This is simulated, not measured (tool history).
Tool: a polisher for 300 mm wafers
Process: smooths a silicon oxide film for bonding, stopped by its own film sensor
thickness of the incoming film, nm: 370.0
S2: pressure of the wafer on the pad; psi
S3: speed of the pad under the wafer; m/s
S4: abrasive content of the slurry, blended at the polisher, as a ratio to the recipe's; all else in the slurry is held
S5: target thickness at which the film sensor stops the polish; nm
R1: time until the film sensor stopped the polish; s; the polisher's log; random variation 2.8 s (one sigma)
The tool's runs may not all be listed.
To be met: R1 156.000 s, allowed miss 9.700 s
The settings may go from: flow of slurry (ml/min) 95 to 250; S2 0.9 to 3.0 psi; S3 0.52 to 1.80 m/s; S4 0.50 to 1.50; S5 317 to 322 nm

run 1 hour=0.0 | flow_of_slurry_(ml/min)=160 S2=1.9 S3=1.16 S4=1.00 S5=317 | R1=82.983
run 2 hour=2.4 | flow_of_slurry_(ml/min)=160 S2=1.9 S3=1.34 S4=1.00 S5=317 | R1=71.921
run 3 hour=7.0 | flow_of_slurry_(ml/min)=160 S2=1.9 S3=1.34 S4=1.20 S5=317 | R1=66.838
run 4 hour=9.3 | flow_of_slurry_(ml/min)=160 S2=1.9 S3=1.34 S4=1.20 S5=317 | R1=66.617
run 5 hour=14.9 | flow_of_slurry_(ml/min)=160 S2=1.7 S3=1.24 S4=1.20 S5=317 | R1=77.869
run 6 hour=18.7 | flow_of_slurry_(ml/min)=160 S2=1.7 S3=1.36 S4=1.20 S5=317 | R1=71.049
run 7 hour=27.1 | flow_of_slurry_(ml/min)=160 S2=1.7 S3=1.36 S4=1.20 S5=317 | R1=72.585
run 8 hour=32.3 | flow_of_slurry_(ml/min)=160 S2=1.5 S3=1.26 S4=1.15 S5=317 | R1=91.251
run 9 hour=34.8 | flow_of_slurry_(ml/min)=160 S2=1.4 S3=1.22 S4=1.15 S5=317 | R1=98.091
run 10 hour=37.3 | flow_of_slurry_(ml/min)=160 S2=1.3 S3=1.16 S4=1.15 S5=317 | R1=104.950
run 11 hour=43.3 | flow_of_slurry_(ml/min)=160 S2=1.2 S3=1.10 S4=1.15 S5=317 | R1=121.220
run 12 hour=44.5 | flow_of_slurry_(ml/min)=160 S2=1.1 S3=1.08 S4=1.15 S5=317 | R1=135.180

Which of these 5 next moves meets every target?
run A hour=45.7 | flow_of_slurry_(ml/min)=150 S2=1.0 S3=1.06 S4=1.15 S5=317 | R1=?
run B hour=45.7 | flow_of_slurry_(ml/min)=155 S2=1.5 S3=0.96 S4=1.05 S5=321 | R1=?
run C hour=45.7 | flow_of_slurry_(ml/min)=160 S2=1.1 S3=1.20 S4=1.15 S5=322 | R1=?
run D hour=45.7 | flow_of_slurry_(ml/min)=150 S2=1.3 S3=1.12 S4=1.00 S5=321 | R1=?
run E hour=45.7 | flow_of_slurry_(ml/min)=135 S2=1.0 S3=0.88 S4=1.10 S5=317 | R1=?

move=A R1=154.660
move=B R1=109.570
move=C R1=114.830
move=D R1=114.600
move=E R1=186.430
A: meets every target
B: further off than the last run
C: further off than the last run
D: further off than the last run
E: takes the result that was furthest off past its target
The right move is A.
